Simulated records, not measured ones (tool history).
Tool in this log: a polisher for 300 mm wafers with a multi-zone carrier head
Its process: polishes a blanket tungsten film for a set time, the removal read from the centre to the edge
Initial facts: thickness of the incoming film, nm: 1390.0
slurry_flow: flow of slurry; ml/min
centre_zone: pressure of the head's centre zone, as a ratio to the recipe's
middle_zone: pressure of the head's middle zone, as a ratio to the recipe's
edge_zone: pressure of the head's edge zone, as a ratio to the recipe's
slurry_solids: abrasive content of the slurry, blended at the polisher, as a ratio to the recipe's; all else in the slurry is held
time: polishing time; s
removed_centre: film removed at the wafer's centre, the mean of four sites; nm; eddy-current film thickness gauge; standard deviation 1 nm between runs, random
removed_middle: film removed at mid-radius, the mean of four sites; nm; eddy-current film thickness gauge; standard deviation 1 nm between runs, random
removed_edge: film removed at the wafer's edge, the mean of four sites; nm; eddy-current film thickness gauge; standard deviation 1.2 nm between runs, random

run 1 day=0 | slurry_flow=280 centre_zone=1 middle_zone=1 edge_zone=1 slurry_solids=1 time=35 | removed_centre=122.4 removed_middle=117.67 removed_edge=117.52
run 2 day=0.033 | slurry_flow=280 centre_zone=1 middle_zone=1 edge_zone=1 slurry_solids=0.85 time=35 | removed_centre=117.25 removed_middle=112.57 removed_edge=112.52
run 3 day=0.317 | slurry_flow=280 centre_zone=1.01 middle_zone=1 edge_zone=0.98 slurry_solids=0.85 time=35 | removed_centre=119.13 removed_middle=112.88 removed_edge=111.49
run 4 day=0.621 | slurry_flow=280 centre_zone=1.01 middle_zone=1 edge_zone=0.98 slurry_solids=0.85 time=31 | removed_centre=104.59 removed_middle=99.925 removed_edge=101.9
run 5 day=0.833 | slurry_flow=290 centre_zone=1.03 middle_zone=1.01 edge_zone=0.97 slurry_solids=0.85 time=31 | removed_centre=107.47 removed_middle=101.19 removed_edge=101.13
run 6 day=1.158 | slurry_flow=295 centre_zone=1.04 middle_zone=1.02 edge_zone=0.96 slurry_solids=0.85 time=31 | removed_centre=108.9 removed_middle=101.42 removed_edge=99.941

Run 7, settings as shown, results not yet in. Your forecast:
run 7 day=1.375 | slurry_flow=300 centre_zone=1.05 middle_zone=1.03 edge_zone=0.96 slurry_solids=0.85 time=31 | removed_centre=? removed_middle=? removed_edge=?

removed_centre: 111.83 nm
removed_middle: 104.38 nm
removed_edge: 98.689 nm

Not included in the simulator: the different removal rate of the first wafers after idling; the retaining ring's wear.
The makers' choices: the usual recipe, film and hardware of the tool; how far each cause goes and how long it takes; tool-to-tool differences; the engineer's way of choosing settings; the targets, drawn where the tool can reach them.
